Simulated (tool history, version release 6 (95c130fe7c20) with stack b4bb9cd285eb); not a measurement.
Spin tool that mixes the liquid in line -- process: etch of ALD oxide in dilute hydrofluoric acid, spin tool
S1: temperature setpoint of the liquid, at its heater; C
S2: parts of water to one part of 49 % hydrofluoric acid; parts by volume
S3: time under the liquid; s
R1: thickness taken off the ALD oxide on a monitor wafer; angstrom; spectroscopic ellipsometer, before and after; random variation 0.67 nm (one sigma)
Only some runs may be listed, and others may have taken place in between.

run	day	S1	S2	S3	R1
1	0.000	23.0	55	185	329.01
2	0.275	23.0	55	195	348.94
3	0.525	23.0	65	195	290.53
4	0.604	25.5	50	195	420.10
5	0.788	27.0	40	195	572.20
6	1.154	27.0	40	195	572.42
7	1.267	27.0	40	195	579.87
8	1.446	28.0	35	195	695.59
9	1.554	29.0	35	195	716.97

What does the tool deliver on the next run?
10	1.583	29.0	35	195	?

Logged for run 10: R1 724.37 angstrom.

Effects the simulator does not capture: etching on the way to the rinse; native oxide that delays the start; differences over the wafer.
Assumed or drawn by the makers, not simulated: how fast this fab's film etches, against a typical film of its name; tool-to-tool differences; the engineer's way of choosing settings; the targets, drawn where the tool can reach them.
